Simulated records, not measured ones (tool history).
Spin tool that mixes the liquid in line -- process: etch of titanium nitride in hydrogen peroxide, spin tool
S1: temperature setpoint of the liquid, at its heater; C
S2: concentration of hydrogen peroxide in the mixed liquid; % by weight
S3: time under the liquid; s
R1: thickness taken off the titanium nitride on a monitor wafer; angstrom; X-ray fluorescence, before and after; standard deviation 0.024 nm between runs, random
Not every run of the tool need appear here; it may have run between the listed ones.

Run 1, day 0.000: S1 46.0 C, S2 15.5 % by weight, S3 295 s. Result: R1 69.093 angstrom.
Run 2, day 0.317: S1 44.0 C, S2 15.5 % by weight, S3 295 s. Result: R1 58.855 angstrom.
Run 3, day 0.454: S1 42.5 C, S2 15.5 % by weight, S3 295 s. Result: R1 52.958 angstrom.
Run 4, day 0.571: S1 41.5 C, S2 15.5 % by weight, S3 295 s. Result: R1 48.940 angstrom.
Run 5, day 0.654: S1 40.5 C, S2 15.5 % by weight, S3 295 s. Result: R1 45.176 angstrom.
Run 6, day 0.917: S1 40.5 C, S2 15.5 % by weight, S3 295 s. Result: R1 44.747 angstrom.
Run 7, day 0.975: S1 40.0 C, S2 15.5 % by weight, S3 295 s. Result: R1 43.981 angstrom.
Run 8, day 1.333: S1 39.5 C, S2 15.5 % by weight, S3 295 s. Result: R1 41.420 angstrom.

The next listed run, before its measurement:
Run 9, day 1.579: S1 37.5 C, S2 15.5 % by weight, S3 295 s. Result: R1 ?.

{"run 9": {"R1": 36.198}}
